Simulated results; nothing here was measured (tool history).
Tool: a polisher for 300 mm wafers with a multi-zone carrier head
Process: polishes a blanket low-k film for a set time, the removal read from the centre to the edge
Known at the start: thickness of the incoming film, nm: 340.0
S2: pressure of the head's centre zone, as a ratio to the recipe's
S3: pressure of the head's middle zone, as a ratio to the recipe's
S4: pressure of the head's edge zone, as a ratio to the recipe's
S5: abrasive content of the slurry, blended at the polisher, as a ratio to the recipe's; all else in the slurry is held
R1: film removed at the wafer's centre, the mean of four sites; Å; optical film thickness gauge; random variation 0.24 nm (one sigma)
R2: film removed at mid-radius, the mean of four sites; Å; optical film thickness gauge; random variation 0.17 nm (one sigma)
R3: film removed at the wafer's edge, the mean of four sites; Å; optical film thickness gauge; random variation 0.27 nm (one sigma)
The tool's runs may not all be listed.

Run 1, hour 0.0: flow of slurry (ml/min) 215, S2 1.00, S3 1.00, S4 1.00, S5 1.00, polishing time (s) 60. Result: R1 172.78 Å, R2 172.97 Å, R3 174.21 Å.
Run 2, hour 8.3: flow of slurry (ml/min) 215, S2 1.00, S3 1.00, S4 1.00, S5 0.90, polishing time (s) 60. Result: R1 169.28 Å, R2 169.66 Å, R3 164.99 Å.
Run 3, hour 15.6: flow of slurry (ml/min) 215, S2 1.00, S3 1.07, S4 1.00, S5 0.90, polishing time (s) 60. Result: R1 164.42 Å, R2 177.95 Å, R3 168.54 Å.
Run 4, hour 20.2: flow of slurry (ml/min) 230, S2 1.00, S3 1.10, S4 0.97, S5 0.95, polishing time (s) 60. Result: R1 177.17 Å, R2 189.99 Å, R3 165.67 Å.
Run 5, hour 28.6: flow of slurry (ml/min) 230, S2 1.00, S3 1.10, S4 1.04, S5 0.95, polishing time (s) 60. Result: R1 175.84 Å, R2 186.82 Å, R3 175.38 Å.
Run 6, hour 35.4: flow of slurry (ml/min) 230, S2 1.00, S3 1.15, S4 1.04, S5 0.95, polishing time (s) 60. Result: R1 171.92 Å, R2 197.25 Å, R3 174.54 Å.
Run 7, hour 41.3: flow of slurry (ml/min) 240, S2 0.99, S3 1.16, S4 1.04, S5 1.00, polishing time (s) 60. Result: R1 174.99 Å, R2 202.14 Å, R3 176.18 Å.
Run 8, hour 45.3: flow of slurry (ml/min) 245, S2 0.98, S3 1.17, S4 1.05, S5 1.05, polishing time (s) 60. Result: R1 182.03 Å, R2 207.85 Å, R3 185.17 Å.
Run 9, hour 50.1: flow of slurry (ml/min) 245, S2 0.96, S3 1.18, S4 1.03, S5 1.10, polishing time (s) 60. Result: R1 176.79 Å, R2 212.69 Å, R3 184.13 Å.
Run 10, hour 54.4: flow of slurry (ml/min) 250, S2 0.96, S3 1.18, S4 1.03, S5 1.15, polishing time (s) 60. Result: R1 179.79 Å, R2 220.88 Å, R3 191.94 Å.
Run 11, hour 62.4: flow of slurry (ml/min) 260, S2 0.96, S3 1.18, S4 1.03, S5 1.15, polishing time (s) 60. Result: R1 185.18 Å, R2 219.09 Å, R3 193.73 Å.
Run 12, hour 66.7: flow of slurry (ml/min) 260, S2 0.96, S3 1.18, S4 1.02, S5 1.15, polishing time (s) 60. Result: R1 186.29 Å, R2 219.41 Å, R3 186.97 Å.
Run 13, hour 71.0: flow of slurry (ml/min) 260, S2 0.96, S3 1.18, S4 1.02, S5 1.20, polishing time (s) 60. Result: R1 186.12 Å, R2 223.50 Å, R3 188.46 Å.

The next listed run, before its measurement:
Run 14, hour 74.9: flow of slurry (ml/min) 265, S2 0.96, S3 1.18, S4 1.03, S5 1.20, polishing time (s) 60. Result: R1 ?, R2 ?, R3 ?.

Run 14 gave R1 185.87 Å, R2 220.40 Å, R3 188.88 Å.
